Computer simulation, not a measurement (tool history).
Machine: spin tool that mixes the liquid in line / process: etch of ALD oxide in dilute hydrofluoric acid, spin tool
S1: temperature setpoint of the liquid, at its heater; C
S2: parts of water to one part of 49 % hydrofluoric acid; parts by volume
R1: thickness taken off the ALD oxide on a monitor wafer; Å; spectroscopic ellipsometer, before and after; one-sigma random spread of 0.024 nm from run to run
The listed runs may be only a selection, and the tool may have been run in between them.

run 1 hour=0 | S1=23 S2=275 time_under_the_liquid_(s)=60 | R1=33.042
run 2 hour=7.4 | S1=23 S2=275 time_under_the_liquid_(s)=60 | R1=32.468
run 3 hour=8.1 | S1=22 S2=275 time_under_the_liquid_(s)=60 | R1=31.953
run 4 hour=15.4 | S1=21 S2=275 time_under_the_liquid_(s)=60 | R1=30.331
run 5 hour=16.6 | S1=21 S2=340 time_under_the_liquid_(s)=60 | R1=23.121
run 6 hour=23.7 | S1=22.5 S2=340 time_under_the_liquid_(s)=60 | R1=23.906
run 7 hour=31 | S1=24 S2=340 time_under_the_liquid_(s)=60 | R1=25.743
run 8 hour=38.4 | S1=24.5 S2=340 time_under_the_liquid_(s)=60 | R1=25.739
run 9 hour=44.2 | S1=25 S2=340 time_under_the_liquid_(s)=60 | R1=26.243

The next listed run, before its measurement:
run 10 hour=53 | S1=25.5 S2=340 time_under_the_liquid_(s)=60 | R1=?

R1: 27.365 Å
